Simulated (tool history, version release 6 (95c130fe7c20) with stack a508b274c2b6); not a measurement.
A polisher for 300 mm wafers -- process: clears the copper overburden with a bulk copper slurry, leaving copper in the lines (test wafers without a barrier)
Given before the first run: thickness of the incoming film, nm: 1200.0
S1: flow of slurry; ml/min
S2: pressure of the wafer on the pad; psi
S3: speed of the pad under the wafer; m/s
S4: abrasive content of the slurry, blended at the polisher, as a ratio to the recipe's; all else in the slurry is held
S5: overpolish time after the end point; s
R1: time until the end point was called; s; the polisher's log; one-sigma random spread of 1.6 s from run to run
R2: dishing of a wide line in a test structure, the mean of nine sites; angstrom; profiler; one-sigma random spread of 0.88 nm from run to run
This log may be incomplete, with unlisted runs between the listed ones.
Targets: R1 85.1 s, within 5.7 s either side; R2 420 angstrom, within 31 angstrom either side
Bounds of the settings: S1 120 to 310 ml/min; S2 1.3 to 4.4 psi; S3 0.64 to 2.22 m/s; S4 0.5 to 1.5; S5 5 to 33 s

run 1 hour=0 | S1=200 S2=2.8 S3=1.42 S4=1 S5=17 | R1=72.36 R2=749.89
run 2 hour=2.4 | S1=200 S2=2.5 S3=1.42 S4=1 S5=17 | R1=80.962 R2=686.23
run 3 hour=4.9 | S1=200 S2=2 S3=1.42 S4=1 S5=17 | R1=98.203 R2=613.82
run 4 hour=13.3 | S1=200 S2=1.9 S3=1.5 S4=1 S5=15 | R1=99.97 R2=589.88
run 5 hour=20.7 | S1=205 S2=1.8 S3=1.62 S4=1 S5=13 | R1=96.999 R2=555.49
run 6 hour=23.8 | S1=170 S2=1.8 S3=1.62 S4=1 S5=13 | R1=102.64 R2=547.2
run 7 hour=28 | S1=170 S2=1.7 S3=1.72 S4=1.05 S5=12 | R1=100.23 R2=513.69
run 8 hour=36.7 | S1=165 S2=1.7 S3=1.78 S4=1.1 S5=11 | R1=93.572 R2=507.99
run 9 hour=43 | S1=160 S2=1.6 S3=1.84 S4=1.15 S5=10 | R1=98.515 R2=484.94
run 10 hour=46 | S1=155 S2=1.6 S3=1.9 S4=1.2 S5=9 | R1=94.467 R2=449.01
run 11 hour=49.3 | S1=155 S2=1.6 S3=1.92 S4=1.2 S5=8 | R1=95.281 R2=432.68
run 12 hour=51.4 | S1=155 S2=1.6 S3=1.92 S4=1.2 S5=8 | R1=96.388 R2=448.59
run 13 hour=58.7 | S1=155 S2=1.6 S3=1.94 S4=1.2 S5=7 | R1=96.168 R2=411.26
run 14 hour=61.9 | S1=155 S2=1.9 S3=1.98 S4=1.2 S5=6 | R1=79.839 R2=424.85

Of the 5 settings listed for the next run, only one would bring every result within its allowed miss of target. Which one?
run A hour=65.1 | S1=135 S2=2.2 S3=2.02 S4=1.25 S5=5 | R1=? R2=?
run B hour=65.1 | S1=215 S2=1.9 S3=2 S4=1.25 S5=6 | R1=? R2=?
run C hour=65.1 | S1=185 S2=1.6 S3=2.06 S4=1.25 S5=7 | R1=? R2=?
run D hour=65.1 | S1=170 S2=2.2 S3=2.02 S4=1.2 S5=5 | R1=? R2=?
run E hour=65.1 | S1=225 S2=2.3 S3=1.8 S4=1.1 S5=5 | R1=? R2=?

move=A R1=70.842 R2=419.36
move=B R1=75.764 R2=442.51
move=C R1=88.879 R2=431.27
move=D R1=68.173 R2=429.64
move=E R1=70.399 R2=422.95
A: misses by more than the last run did
B: misses by more than the last run did
C: every result lands within tolerance
D: misses by more than the last run did
E: misses by more than the last run did
Answer: C
